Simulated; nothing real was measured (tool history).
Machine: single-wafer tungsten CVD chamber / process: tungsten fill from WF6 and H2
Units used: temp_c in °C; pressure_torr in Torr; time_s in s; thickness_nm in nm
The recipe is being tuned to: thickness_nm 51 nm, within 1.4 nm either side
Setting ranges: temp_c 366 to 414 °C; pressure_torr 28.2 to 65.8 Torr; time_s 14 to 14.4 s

Run 1, hour 0: temp_c 390 °C, pressure_torr 47 Torr, time_s 14 s. Result: thickness_nm 34.152 nm.
Run 2, hour 3: temp_c 390 °C, pressure_torr 42.4 Torr, time_s 14 s. Result: thickness_nm 32.553 nm.
Run 3, hour 8.9: temp_c 394 °C, pressure_torr 42.7 Torr, time_s 14 s. Result: thickness_nm 35.766 nm.
Run 4, hour 10.9: temp_c 397 °C, pressure_torr 42.9 Torr, time_s 14 s. Result: thickness_nm 38.249 nm.
Run 5, hour 17.8: temp_c 397 °C, pressure_torr 42.9 Torr, time_s 14 s. Result: thickness_nm 38.416 nm.
Run 6, hour 21.3: temp_c 397 °C, pressure_torr 38.9 Torr, time_s 14 s. Result: thickness_nm 36.725 nm.
At hour 23.3: thermocouple changed; heater temperature recalibrated.
Run 7, hour 23.3: temp_c 399 °C, pressure_torr 39.1 Torr, time_s 14 s. Result: thickness_nm 43.263 nm.
Run 8, hour 31.1: temp_c 405 °C, pressure_torr 39.3 Torr, time_s 14 s. Result: thickness_nm 49.207 nm.

Of the 5 settings listed for the next run, only one would bring every result within its allowed miss of target. Which one?
Run A, hour 38.9: temp_c 402 °C, pressure_torr 38.4 Torr, time_s 14.3 s. Result: thickness_nm ?.
Run B, hour 38.9: temp_c 404 °C, pressure_torr 40.7 Torr, time_s 14 s. Result: thickness_nm ?.
Run C, hour 38.9: temp_c 405 °C, pressure_torr 42.9 Torr, time_s 14.1 s. Result: thickness_nm ?.
Run D, hour 38.9: temp_c 402 °C, pressure_torr 43.1 Torr, time_s 14 s. Result: thickness_nm ?.
Run E, hour 38.9: temp_c 408 °C, pressure_torr 32.5 Torr, time_s 14 s. Result: thickness_nm ?.

move  thickness_nm
   A        46.766
   B        48.806
   C        51.248
   D        48.005
   E        48.167
A: lands further from the targets than the last run did
B: lands further from the targets than the last run did
C: each result inside its tolerance
D: lands further from the targets than the last run did
E: lands further from the targets than the last run did
Move C is the one to make.
